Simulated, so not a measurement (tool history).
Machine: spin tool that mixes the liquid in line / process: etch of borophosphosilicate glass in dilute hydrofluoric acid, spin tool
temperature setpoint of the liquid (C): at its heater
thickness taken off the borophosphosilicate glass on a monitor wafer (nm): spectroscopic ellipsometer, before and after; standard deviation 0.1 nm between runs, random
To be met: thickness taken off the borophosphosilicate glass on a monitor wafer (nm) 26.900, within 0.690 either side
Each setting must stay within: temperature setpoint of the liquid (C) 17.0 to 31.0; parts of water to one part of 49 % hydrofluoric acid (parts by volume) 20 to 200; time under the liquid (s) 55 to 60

run	hour	temperature setpoint of the liquid (C)	parts of water to one part of 49 % hydrofluoric acid (parts by volume)	time under the liquid (s)	thickness taken off the borophosphosilicate glass on a monitor wafer (nm)
1	0.0	23.0	110	55	20.250
2	2.3	23.0	110	60	21.993
3	8.2	24.0	110	60	22.894
4	12.9	24.0	140	60	17.569
5	15.9	25.0	135	60	18.886
6	21.9	25.0	170	60	14.458
7	26.4	29.0	125	60	23.983
8	33.5	29.5	125	60	24.375
9	35.3	30.0	125	60	25.040

Consider the 4 candidate settings below. Which is the only one whose results all fall within their allowed miss of target?
A	37.1	26.5	110	60	?
B	37.1	30.0	110	60	?
C	37.1	26.5	105	60	?
D	37.1	29.0	120	60	?

move	thickness taken off the borophosphosilicate glass on a monitor wafer (nm)
A	25.494
B	29.099
C	26.880
D	25.352
A: moves toward the targets from the last run without getting all of them in spec
B: carries the result that was furthest off beyond its target, to the other side
C: each result inside its tolerance
D: moves toward the targets from the last run without getting all of them in spec
Correct choice: C, which meets every target

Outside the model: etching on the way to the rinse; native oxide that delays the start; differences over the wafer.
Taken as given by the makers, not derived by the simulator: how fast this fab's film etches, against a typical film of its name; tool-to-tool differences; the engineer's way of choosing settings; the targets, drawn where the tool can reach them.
